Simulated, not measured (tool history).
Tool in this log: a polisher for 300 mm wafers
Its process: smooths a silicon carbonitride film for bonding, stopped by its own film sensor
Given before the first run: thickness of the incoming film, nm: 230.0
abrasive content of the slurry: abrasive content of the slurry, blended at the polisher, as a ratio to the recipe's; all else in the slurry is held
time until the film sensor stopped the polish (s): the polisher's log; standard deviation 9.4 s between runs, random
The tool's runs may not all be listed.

| run | hour | flow of slurry (ml/min) | pressure of the wafer on the pad (kPa) | speed of the pad under the wafer (cm/s) | abrasive content of the slurry | target thickness at which the film sensor stops the polish (angstrom) | time until the film sensor stopped the polish (s) |
|---|---|---|---|---|---|---|---|
| 1 | 0.0 | 240 | 13.8 | 100 | 1.00 | 1900 | 195.36 |
| 2 | 8.6 | 240 | 13.8 | 100 | 1.00 | 1880 | 205.64 |
| 3 | 9.3 | 275 | 13.8 | 100 | 1.00 | 1880 | 208.29 |
| 4 | 10.7 | 275 | 13.8 | 100 | 1.15 | 1880 | 181.81 |
| 5 | 17.3 | 275 | 13.8 | 100 | 1.15 | 1900 | 177.21 |
| 6 | 26.2 | 275 | 11.0 | 100 | 1.15 | 1900 | 224.66 |
| 7 | 32.1 | 275 | 11.0 | 100 | 1.15 | 1900 | 215.12 |
| 8 | 40.5 | 275 | 10.3 | 88 | 1.10 | 1900 | 260.90 |
| 9 | 45.0 | 275 | 9.7 | 80 | 1.05 | 1900 | 317.37 |
|  | 47.4 | head pressure recalibrated |
| 10 | 47.4 | 275 | 9.0 | 74 | 1.05 | 1900 | 323.94 |
| 11 | 53.9 | 275 | 8.3 | 68 | 1.00 | 1900 | 375.96 |
| 12 | 61.0 | 275 | 7.6 | 64 | 1.00 | 1900 | 431.99 |
| 13 | 69.5 | 275 | 7.6 | 64 | 1.00 | 1900 | 448.49 |
| 14 | 70.7 | 275 | 6.2 | 56 | 1.00 | 1900 | 575.81 |

Run 15, settings as shown, results not yet in. Your forecast:
| 15 | 74.5 | 280 | 6.2 | 56 | 1.00 | 1900 | ? |

Run 15 came out at time until the film sensor stopped the polish (s) 571.09.
